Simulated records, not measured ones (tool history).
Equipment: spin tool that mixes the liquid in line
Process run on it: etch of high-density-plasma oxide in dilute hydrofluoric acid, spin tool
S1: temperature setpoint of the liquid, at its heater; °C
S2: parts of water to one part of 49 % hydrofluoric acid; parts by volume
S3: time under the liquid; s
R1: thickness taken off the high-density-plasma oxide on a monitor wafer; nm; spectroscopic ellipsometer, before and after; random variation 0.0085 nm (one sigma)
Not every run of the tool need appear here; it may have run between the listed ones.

| run | hour | S1 | S2 | S3 | R1 |
|---|---|---|---|---|---|
| 1 | 0.0 | 23.0 | 210 | 75 | 1.74090 |
| 2 | 6.1 | 21.5 | 220 | 75 | 1.54550 |
| 3 | 11.8 | 21.5 | 220 | 50 | 1.02710 |
| 4 | 16.4 | 23.5 | 220 | 50 | 1.12740 |
| 5 | 17.3 | 20.5 | 220 | 50 | 1.00570 |
| 6 | 21.8 | 17.5 | 220 | 50 | 0.87597 |

Run 7 has not been measured yet. What should we expect?
| 7 | 22.6 | 19.0 | 220 | 50 | ? |

R1: 0.94136 nm
